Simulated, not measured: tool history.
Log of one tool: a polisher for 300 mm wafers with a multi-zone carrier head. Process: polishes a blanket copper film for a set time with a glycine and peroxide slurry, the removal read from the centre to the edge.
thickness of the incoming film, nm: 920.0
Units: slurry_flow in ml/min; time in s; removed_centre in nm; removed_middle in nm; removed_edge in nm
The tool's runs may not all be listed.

run  hour  slurry_flow  centre_zone  middle_zone  edge_zone  time  removed_centre  removed_middle  removed_edge
  1   0.0          175         1.00         1.00       1.00    53          221.77          228.06        226.47
  2   1.1          190         1.03         0.97       1.05    54          238.83          228.19        239.80
  3   3.7          215         1.03         0.97       1.05    54          241.36          232.11        244.72
  4   7.5          215         1.03         1.02       1.05    54          241.30          244.16        241.72
  5  10.8          215         1.05         0.99       1.08    54          238.78          237.98        244.60
  6  18.9          220         1.07         0.96       1.08    55          261.52          235.29        247.23
  7  27.2          220         1.07         0.94       1.10    56          261.85          233.42        255.37
  8  28.4          220         1.08         0.93       1.11    56          263.61          232.23        254.23

Forecast run 9:
  9  31.1          220         1.08         0.91       1.12    57               ?               ?             ?

Run 9 gave removed_centre 264.06 nm, removed_middle 229.39 nm, removed_edge 259.16 nm.
